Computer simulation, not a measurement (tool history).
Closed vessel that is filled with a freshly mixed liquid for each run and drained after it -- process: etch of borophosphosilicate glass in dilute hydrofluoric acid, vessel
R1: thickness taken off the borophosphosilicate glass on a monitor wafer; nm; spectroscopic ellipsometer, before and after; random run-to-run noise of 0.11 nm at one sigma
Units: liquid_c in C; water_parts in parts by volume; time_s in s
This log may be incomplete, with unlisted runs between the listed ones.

run 1 hour=0 | liquid_c=22 water_parts=210 time_s=105 | R1=19.353
run 2 hour=6.5 | liquid_c=23 water_parts=210 time_s=105 | R1=20.012
run 3 hour=10.9 | liquid_c=23 water_parts=165 time_s=105 | R1=26.834
run 4 hour=13.4 | liquid_c=26 water_parts=165 time_s=105 | R1=29.971
run 5 hour=17.3 | liquid_c=24.5 water_parts=165 time_s=105 | R1=28.221
run 6 hour=26.1 | liquid_c=23 water_parts=165 time_s=105 | R1=26.811
run 7 hour=30.3 | liquid_c=22 water_parts=165 time_s=105 | R1=25.742
run 8 hour=35.4 | liquid_c=21 water_parts=165 time_s=105 | R1=24.805
run 9 hour=42.5 | liquid_c=20.5 water_parts=165 time_s=105 | R1=24.391

What will run 10 give?
run 10 hour=44.7 | liquid_c=20 water_parts=165 time_s=105 | R1=?

Run 10 came out at R1 23.837 nm.
